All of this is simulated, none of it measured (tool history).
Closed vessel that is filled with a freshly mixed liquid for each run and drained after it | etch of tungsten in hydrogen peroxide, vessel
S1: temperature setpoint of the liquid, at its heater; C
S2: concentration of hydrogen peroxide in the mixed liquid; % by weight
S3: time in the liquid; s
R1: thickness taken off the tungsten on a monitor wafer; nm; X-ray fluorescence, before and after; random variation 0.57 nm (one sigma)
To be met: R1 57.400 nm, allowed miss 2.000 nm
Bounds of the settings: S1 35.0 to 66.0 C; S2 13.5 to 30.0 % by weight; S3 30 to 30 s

Run 1, hour 0.0: S1 51.0 C, S2 25.5 % by weight, S3 30 s. Result: R1 30.561 nm.
Run 2, hour 1.9: S1 53.5 C, S2 25.5 % by weight, S3 30 s. Result: R1 35.425 nm.
Run 3, hour 8.9: S1 55.5 C, S2 25.5 % by weight, S3 30 s. Result: R1 39.208 nm.
Run 4, hour 15.7: S1 55.5 C, S2 25.5 % by weight, S3 30 s. Result: R1 39.729 nm.
Run 5, hour 16.7: S1 55.5 C, S2 23.5 % by weight, S3 30 s. Result: R1 38.697 nm.
Run 6, hour 18.4: S1 55.5 C, S2 26.0 % by weight, S3 30 s. Result: R1 40.289 nm.
Run 7, hour 20.5: S1 57.0 C, S2 26.0 % by weight, S3 30 s. Result: R1 44.148 nm.
Run 8, hour 24.8: S1 58.0 C, S2 26.0 % by weight, S3 30 s. Result: R1 46.287 nm.
Run 9, hour 29.1: S1 59.0 C, S2 26.0 % by weight, S3 30 s. Result: R1 49.169 nm.
Run 10, hour 33.2: S1 59.5 C, S2 26.0 % by weight, S3 30 s. Result: R1 50.322 nm.
Run 11, hour 37.3: S1 60.0 C, S2 26.0 % by weight, S3 30 s. Result: R1 53.114 nm.
Run 12, hour 39.7: S1 60.5 C, S2 26.0 % by weight, S3 30 s. Result: R1 54.263 nm.
Run 13, hour 48.3: S1 61.0 C, S2 26.0 % by weight, S3 30 s. Result: R1 56.007 nm.

5 next moves are on the table. One of them brings every result within its allowed miss. Which?
Run A, hour 56.9: S1 61.5 C, S2 23.0 % by weight, S3 30 s. Result: R1 ?.
Run B, hour 56.9: S1 59.5 C, S2 29.0 % by weight, S3 30 s. Result: R1 ?.
Run C, hour 56.9: S1 59.5 C, S2 29.5 % by weight, S3 30 s. Result: R1 ?.
Run D, hour 56.9: S1 61.0 C, S2 24.5 % by weight, S3 30 s. Result: R1 ?.
Run E, hour 56.9: S1 61.5 C, S2 27.0 % by weight, S3 30 s. Result: R1 ?.

move      R1
   A  54.055
   B  54.122
   C  54.587
   D  54.220
   E  58.567
A: further off than the last run
B: further off than the last run
C: further off than the last run
D: further off than the last run
E: meets every target
The right move is E.
